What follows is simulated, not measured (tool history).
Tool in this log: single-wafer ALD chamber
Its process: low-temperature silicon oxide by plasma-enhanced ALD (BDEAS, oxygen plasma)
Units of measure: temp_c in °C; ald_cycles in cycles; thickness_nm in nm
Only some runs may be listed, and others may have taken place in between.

run,hour,temp_c,ald_cycles,thickness_nm
1,0,115,67,9.1031
2,3.8,117,66,8.9567
3,11.7,110,66,9.0239
4,19.7,103,66,9.1629
5,22,105,65,8.9775
6,23.4,105,71,9.9341
7,28.1,108,68,9.3779
8,36.2,110,66,9.1317
9,40.6,112,65,8.909

Run 10, settings as shown, results not yet in. Your forecast:
10,48.3,113,64,?

thickness_nm: 8.6827 nm

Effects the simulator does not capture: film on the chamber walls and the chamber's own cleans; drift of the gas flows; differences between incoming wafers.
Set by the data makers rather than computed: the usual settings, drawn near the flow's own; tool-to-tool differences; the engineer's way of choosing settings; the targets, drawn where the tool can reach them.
